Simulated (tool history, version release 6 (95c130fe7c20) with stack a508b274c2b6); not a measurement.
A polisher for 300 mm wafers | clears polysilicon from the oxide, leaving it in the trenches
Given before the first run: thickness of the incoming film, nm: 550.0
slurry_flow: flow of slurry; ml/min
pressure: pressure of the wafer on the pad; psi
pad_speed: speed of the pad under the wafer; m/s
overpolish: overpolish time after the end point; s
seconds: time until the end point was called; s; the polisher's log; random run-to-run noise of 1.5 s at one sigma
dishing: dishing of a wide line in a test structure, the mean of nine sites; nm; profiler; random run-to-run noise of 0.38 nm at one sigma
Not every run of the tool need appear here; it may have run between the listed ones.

run 1 hour=0.0 | slurry_flow=290 pressure=2.3 pad_speed=0.94 overpolish=13 | seconds=54.323 dishing=62.373
run 2 hour=2.4 | slurry_flow=290 pressure=2.1 pad_speed=0.90 overpolish=11 | seconds=63.415 dishing=52.313
run 3 hour=7.8 | slurry_flow=320 pressure=1.9 pad_speed=0.88 overpolish=10 | seconds=69.398 dishing=47.845
run 4 hour=11.8 | slurry_flow=345 pressure=1.7 pad_speed=0.84 overpolish=9 | seconds=79.581 dishing=38.195
run 5 hour=16.9 | slurry_flow=395 pressure=1.7 pad_speed=0.84 overpolish=9 | seconds=80.783 dishing=39.183
run 6 hour=21.9 | slurry_flow=395 pressure=1.9 pad_speed=0.84 overpolish=9 | seconds=73.116 dishing=43.047
run 7 hour=23.5 | slurry_flow=405 pressure=1.7 pad_speed=0.82 overpolish=8 | seconds=82.983 dishing=36.827
run 8 hour=27.8 | slurry_flow=450 pressure=1.1 pad_speed=0.82 overpolish=4 | seconds=124.380 dishing=14.495

Run 9, settings as shown, results not yet in. Your forecast:
run 9 hour=28.6 | slurry_flow=450 pressure=1.1 pad_speed=0.84 overpolish=4 | seconds=? dishing=?

seconds: 119.050 s
dishing: 15.027 nm
